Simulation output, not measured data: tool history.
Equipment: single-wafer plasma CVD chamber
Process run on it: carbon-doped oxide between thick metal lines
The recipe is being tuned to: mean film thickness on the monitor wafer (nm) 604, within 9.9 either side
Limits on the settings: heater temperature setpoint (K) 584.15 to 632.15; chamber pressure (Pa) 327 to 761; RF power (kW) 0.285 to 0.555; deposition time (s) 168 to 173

| run | hour | heater temperature setpoint (K) | chamber pressure (Pa) | RF power (kW) | deposition time (s) | mean film thickness on the monitor wafer (nm) |
|---|---|---|---|---|---|---|
| 1 | 0 | 608.15 | 544 | 0.42 | 168 | 721.06 |
| 2 | 1.7 | 611.15 | 511 | 0.41 | 168 | 698.49 |
| 3 | 2.3 | 602.15 | 511 | 0.41 | 168 | 711.73 |
| 4 | 5.1 | 593.15 | 511 | 0.41 | 168 | 733.07 |
| 5 | 9.2 | 593.15 | 511 | 0.41 | 173 | 752.47 |
| 6 | 14.6 | 596.15 | 475 | 0.395 | 173 | 720.89 |
| 7 | 17.2 | 599.15 | 444 | 0.385 | 173 | 700.6 |
| 8 | 24.6 | 602.15 | 420 | 0.375 | 173 | 678.25 |
| 9 | 29.8 | 604.15 | 401 | 0.37 | 173 | 664.7 |

4 next moves are on the table. One of them brings every result within its allowed miss. Which?
| A | 35 | 601.15 | 364 | 0.42 | 173 | ? |
| B | 35 | 591.15 | 405 | 0.37 | 173 | ? |
| C | 35 | 609.15 | 467 | 0.365 | 169 | ? |
| D | 35 | 610.15 | 344 | 0.33 | 173 | ? |

| move | mean film thickness on the monitor wafer (nm) |
|---|---|
| A | 724.13 |
| B | 690.68 |
| C | 644.52 |
| D | 598.87 |
A: misses by more than the last run did
B: misses by more than the last run did
C: an improvement on the last run, though not all results are within tolerance
D: in spec on every target
The move that meets every target is D.

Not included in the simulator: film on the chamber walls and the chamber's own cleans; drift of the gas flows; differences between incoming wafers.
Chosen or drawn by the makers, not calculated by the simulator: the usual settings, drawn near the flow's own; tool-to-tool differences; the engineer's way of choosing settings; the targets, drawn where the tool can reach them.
